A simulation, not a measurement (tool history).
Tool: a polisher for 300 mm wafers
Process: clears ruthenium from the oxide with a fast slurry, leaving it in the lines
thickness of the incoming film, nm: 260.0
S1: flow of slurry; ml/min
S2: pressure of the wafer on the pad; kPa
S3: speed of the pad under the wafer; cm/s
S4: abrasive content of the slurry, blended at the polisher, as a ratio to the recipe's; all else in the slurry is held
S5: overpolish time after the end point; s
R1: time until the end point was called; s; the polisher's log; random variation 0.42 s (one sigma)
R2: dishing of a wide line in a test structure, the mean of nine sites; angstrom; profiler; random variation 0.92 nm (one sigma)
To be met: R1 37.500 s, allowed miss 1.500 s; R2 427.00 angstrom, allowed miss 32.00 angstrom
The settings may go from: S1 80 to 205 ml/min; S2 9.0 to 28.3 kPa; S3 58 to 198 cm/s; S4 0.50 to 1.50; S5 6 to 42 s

| run | day | S1 | S2 | S3 | S4 | S5 | R1 | R2 |
|---|---|---|---|---|---|---|---|---|
| 1 | 0.000 | 135 | 18.6 | 128 | 1.00 | 21 | 44.359 | 492.59 |
| 2 | 0.067 | 150 | 18.6 | 128 | 1.00 | 21 | 43.149 | 521.96 |
| 3 | 0.379 | 150 | 18.6 | 144 | 1.00 | 21 | 39.939 | 501.97 |
| 4 | 0.742 | 145 | 19.3 | 146 | 1.00 | 18 | 38.358 | 502.91 |
| 5 | 0.875 | 145 | 16.5 | 146 | 1.00 | 18 | 44.745 | 457.90 |
| 6 | 1.104 | 160 | 16.5 | 146 | 1.00 | 18 | 43.897 | 486.15 |
| 7 | 1.442 | 160 | 16.5 | 146 | 1.00 | 18 | 44.605 | 463.14 |
| 8 | 1.562 | 170 | 20.0 | 148 | 1.00 | 8 | 35.939 | 352.82 |

Which of these 5 next moves meets every target?
| A | 1.683 | 170 | 20.7 | 152 | 0.80 | 20 | ? | ? |
| B | 1.683 | 180 | 20.0 | 140 | 0.95 | 6 | ? | ? |
| C | 1.683 | 170 | 18.6 | 172 | 1.05 | 10 | ? | ? |
| D | 1.683 | 180 | 21.4 | 138 | 0.90 | 12 | ? | ? |
| E | 1.683 | 180 | 20.0 | 154 | 1.10 | 10 | ? | ? |

| move | R1 | R2 |
|---|---|---|
| A | 38.228 | 503.20 |
| B | 37.858 | 281.12 |
| C | 34.147 | 405.30 |
| D | 36.761 | 426.43 |
| E | 33.303 | 410.24 |
A: takes the result that was furthest off past its target
B: further off than the last run
C: brings the result that was furthest off to its target, and leaves another outside
D: meets every target
E: brings the result that was furthest off to its target, and leaves another outside
Answer: D

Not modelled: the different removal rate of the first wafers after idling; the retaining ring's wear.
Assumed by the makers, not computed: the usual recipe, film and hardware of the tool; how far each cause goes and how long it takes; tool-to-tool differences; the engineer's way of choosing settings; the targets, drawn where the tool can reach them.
